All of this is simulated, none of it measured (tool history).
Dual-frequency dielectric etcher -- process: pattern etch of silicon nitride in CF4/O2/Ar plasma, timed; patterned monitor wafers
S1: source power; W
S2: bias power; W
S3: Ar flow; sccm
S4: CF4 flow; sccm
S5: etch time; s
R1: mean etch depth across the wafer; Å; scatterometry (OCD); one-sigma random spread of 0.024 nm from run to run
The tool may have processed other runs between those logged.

run	hour	S1	S2	S3	S4	S5	R1
1	0.0	520	60	111	129	6.5	144.65
2	8.9	520	60	111	146	6.5	147.49
3	12.9	520	60	111	165	6.5	149.30
4	20.7	520	60	111	180	6.5	150.23
5	22.6	610	60	111	180	6.5	175.33
6	24.8	610	60	111	180	6.5	175.28
7	26.3	570	57	113	179	6.5	159.81

Expected results for the next run?
8	30.2	530	54	114	178	6.5	?

{"run 8": {"R1": 143.88}}

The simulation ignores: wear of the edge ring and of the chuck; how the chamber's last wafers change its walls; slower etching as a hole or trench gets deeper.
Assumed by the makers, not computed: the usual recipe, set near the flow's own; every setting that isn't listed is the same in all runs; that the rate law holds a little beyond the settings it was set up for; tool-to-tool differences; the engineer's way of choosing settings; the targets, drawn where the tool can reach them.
